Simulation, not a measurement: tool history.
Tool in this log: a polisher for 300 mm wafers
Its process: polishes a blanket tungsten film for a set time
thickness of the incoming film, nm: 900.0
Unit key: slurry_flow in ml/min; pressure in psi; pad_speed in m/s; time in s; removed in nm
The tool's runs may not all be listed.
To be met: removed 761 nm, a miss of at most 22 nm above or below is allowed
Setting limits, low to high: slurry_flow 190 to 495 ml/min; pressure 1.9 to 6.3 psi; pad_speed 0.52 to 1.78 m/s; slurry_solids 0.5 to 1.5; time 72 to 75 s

run  hour  slurry_flow  pressure  pad_speed  slurry_solids  time  removed
  1     0          320       4.1       1.14              1    72   461.86
  2   7.4          320       4.4       1.14              1    72   493.55
  3  14.4          320       4.6       1.14              1    72   514.92
  4  19.8          320       4.8       1.14              1    72   536.33
  5  22.3          320       4.8       1.14              1    72   540.04
  6  23.6          320       4.8       1.14           1.15    72   557.47
  7  29.6          320         5       1.14           1.15    72   584.94
  8  34.3          320       5.1       1.14           1.15    72   580.14
  9  36.5          325       6.2       1.16           1.15    72    728.3

5 candidate next runs follow, results not yet known. Just one meets every target within its allowed miss. Identify it.
  A  38.7          285         6       1.18           1.05    72        ?
  B  38.7          300       6.3       1.22           1.05    73        ?
  C  38.7          285       5.4       1.26           1.05    75        ?
  D  38.7          380       5.6       1.18            1.1    72        ?
  E  38.7          310       6.2       1.14           1.05    74        ?

move  removed
   A   685.34
   B   756.85
   C   686.38
   D    664.3
   E   709.42
A: misses by more than the last run did
B: hits every target within its allowed miss
C: misses by more than the last run did
D: misses by more than the last run did
E: misses by more than the last run did
Correct choice: B, which meets every target

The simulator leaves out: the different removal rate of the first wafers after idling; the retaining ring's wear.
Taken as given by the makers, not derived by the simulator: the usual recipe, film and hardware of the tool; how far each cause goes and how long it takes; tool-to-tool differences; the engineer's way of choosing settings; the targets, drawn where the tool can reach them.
